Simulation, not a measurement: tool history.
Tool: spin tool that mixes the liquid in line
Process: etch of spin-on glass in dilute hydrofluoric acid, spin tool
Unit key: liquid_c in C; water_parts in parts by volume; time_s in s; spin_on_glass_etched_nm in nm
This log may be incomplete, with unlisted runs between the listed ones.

run,day,liquid_c,water_parts,time_s,spin_on_glass_etched_nm
1,0.000,25.0,230,145,32.051
2,0.212,25.5,225,145,34.062
3,0.412,25.5,225,145,33.867
4,0.604,25.5,270,145,27.065
5,0.854,26.0,265,145,28.144
6,0.992,26.5,260,145,29.176

Estimate the outcome of run 7 from the log above:
7,1.142,27.0,255,145,?

{"run 7": {"spin_on_glass_etched_nm": 30.473}}
